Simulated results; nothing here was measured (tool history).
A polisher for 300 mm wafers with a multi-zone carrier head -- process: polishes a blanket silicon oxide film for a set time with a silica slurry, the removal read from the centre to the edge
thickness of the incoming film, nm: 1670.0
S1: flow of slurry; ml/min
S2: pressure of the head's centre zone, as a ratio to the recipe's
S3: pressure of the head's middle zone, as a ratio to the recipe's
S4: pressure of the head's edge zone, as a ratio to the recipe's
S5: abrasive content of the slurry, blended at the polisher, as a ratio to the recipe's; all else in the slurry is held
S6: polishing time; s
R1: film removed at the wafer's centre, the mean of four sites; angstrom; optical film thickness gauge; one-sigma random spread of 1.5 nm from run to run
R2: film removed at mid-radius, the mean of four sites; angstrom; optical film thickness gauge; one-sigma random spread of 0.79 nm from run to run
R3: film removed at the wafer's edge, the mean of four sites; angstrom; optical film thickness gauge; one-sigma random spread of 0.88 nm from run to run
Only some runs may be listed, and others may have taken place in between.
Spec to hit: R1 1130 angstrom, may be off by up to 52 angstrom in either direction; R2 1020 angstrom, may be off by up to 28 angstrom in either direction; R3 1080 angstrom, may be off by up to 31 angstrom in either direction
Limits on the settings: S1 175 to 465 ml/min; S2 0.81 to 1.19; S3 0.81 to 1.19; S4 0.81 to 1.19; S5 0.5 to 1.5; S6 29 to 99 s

{"run": 1, "hour": 0.0, "S1": 295, "S2": 1, "S3": 1, "S4": 1, "S5": 1, "S6": 64, "R1": 1365.1, "R2": 1298.3, "R3": 1300.7}
{"run": 2, "hour": 0.9, "S1": 295, "S2": 1, "S3": 1, "S4": 1.06, "S5": 1, "S6": 64, "R1": 1381.1, "R2": 1347.9, "R3": 1352.4}
{"run": 3, "hour": 2.9, "S1": 295, "S2": 1, "S3": 1, "S4": 1.09, "S5": 1, "S6": 64, "R1": 1378.5, "R2": 1328.3, "R3": 1359.1}
{"run": 4, "hour": 7.7, "S1": 295, "S2": 1, "S3": 1, "S4": 1.14, "S5": 1, "S6": 64, "R1": 1364.8, "R2": 1307.2, "R3": 1400.4}
{"run": 5, "hour": 8.8, "S1": 295, "S2": 1, "S3": 1, "S4": 1.19, "S5": 1, "S6": 64, "R1": 1376.5, "R2": 1329.9, "R3": 1421.3}
{"run": 6, "hour": 13.7, "S1": 295, "S2": 1, "S3": 1, "S4": 1.19, "S5": 1.1, "S6": 64, "R1": 1457.5, "R2": 1370.5, "R3": 1493.6}
{"run": 7, "hour": 16.4, "S1": 295, "S2": 1, "S3": 0.98, "S4": 1.15, "S5": 1, "S6": 64, "R1": 1388, "R2": 1299.4, "R3": 1392.5}
{"run": 8, "hour": 21.6, "S1": 290, "S2": 0.99, "S3": 0.96, "S4": 1.12, "S5": 0.95, "S6": 64, "R1": 1324.3, "R2": 1247.5, "R3": 1349}
{"run": 9, "hour": 29.3, "S1": 290, "S2": 0.99, "S3": 0.94, "S4": 1.08, "S5": 0.9, "S6": 64, "R1": 1293.3, "R2": 1194.3, "R3": 1276.7}
{"run": 10, "hour": 37.9, "S1": 285, "S2": 0.98, "S3": 0.92, "S4": 1.05, "S5": 0.9, "S6": 64, "R1": 1279.3, "R2": 1161.1, "R3": 1276.1}
{"run": 11, "hour": 45.4, "S1": 285, "S2": 0.98, "S3": 0.91, "S4": 1.02, "S5": 0.85, "S6": 64, "R1": 1269.8, "R2": 1121.4, "R3": 1209.4}
{"run": 12, "hour": 53.7, "S1": 280, "S2": 0.97, "S3": 0.9, "S4": 1, "S5": 0.85, "S6": 64, "R1": 1227.9, "R2": 1107, "R3": 1211.2}
{"run": 13, "hour": 61.8, "S1": 280, "S2": 0.97, "S3": 0.9, "S4": 0.98, "S5": 0.85, "S6": 64, "R1": 1248.3, "R2": 1114, "R3": 1176.9}
{"run": 14, "hour": 70.3, "S1": 275, "S2": 0.96, "S3": 0.89, "S4": 0.97, "S5": 0.85, "S6": 64, "R1": 1223.8, "R2": 1113, "R3": 1183.4}
{"run": 15, "hour": 77.3, "S1": 265, "S2": 0.95, "S3": 0.84, "S4": 0.87, "S5": 0.7, "S6": 64, "R1": 1099.7, "R2": 936.9, "R3": 1001.7}
{"run": 16, "hour": 84.5, "S1": 265, "S2": 0.95, "S3": 0.84, "S4": 0.87, "S5": 0.7, "S6": 64, "R1": 1086.9, "R2": 938.4, "R3": 998.52}
{"run": 17, "hour": 86.3, "S1": 275, "S2": 0.95, "S3": 0.85, "S4": 0.88, "S5": 0.7, "S6": 64, "R1": 1119.2, "R2": 959.98, "R3": 1013}
{"run": 18, "hour": 89.2, "S1": 285, "S2": 0.94, "S3": 0.85, "S4": 0.89, "S5": 0.7, "S6": 64, "R1": 1076.1, "R2": 957.76, "R3": 1033.1}

Exercise: of the 4 proposed moves below, exactly one satisfies all targets within the stated allowed misses. Which move is it?
{"run": "A", "hour": 92.1, "S1": 295, "S2": 1.09, "S3": 0.81, "S4": 0.87, "S5": 0.55, "S6": 69, "R1": "?", "R2": "?", "R3": "?"}
{"run": "B", "hour": 92.1, "S1": 380, "S2": 0.81, "S3": 0.86, "S4": 1.03, "S5": 0.7, "S6": 63, "R1": "?", "R2": "?", "R3": "?"}
{"run": "C", "hour": 92.1, "S1": 290, "S2": 0.94, "S3": 0.88, "S4": 0.92, "S5": 0.65, "S6": 69, "R1": "?", "R2": "?", "R3": "?"}
{"run": "D", "hour": 92.1, "S1": 200, "S2": 1.02, "S3": 0.96, "S4": 0.83, "S5": 0.5, "S6": 79, "R1": "?", "R2": "?", "R3": "?"}

move=A R1=1122.1 R2=860.65 R3=947.97
move=B R1=1013.4 R2=977.29 R3=1102.8
move=C R1=1132.9 R2=1021.1 R3=1076.9
move=D R1=1104.5 R2=1021.3 R3=964.89
A: misses by more than the last run did
B: as far off as the last run
C: every result lands within tolerance
D: the furthest-off result lands on target, but another misses its tolerance
The right move is C.

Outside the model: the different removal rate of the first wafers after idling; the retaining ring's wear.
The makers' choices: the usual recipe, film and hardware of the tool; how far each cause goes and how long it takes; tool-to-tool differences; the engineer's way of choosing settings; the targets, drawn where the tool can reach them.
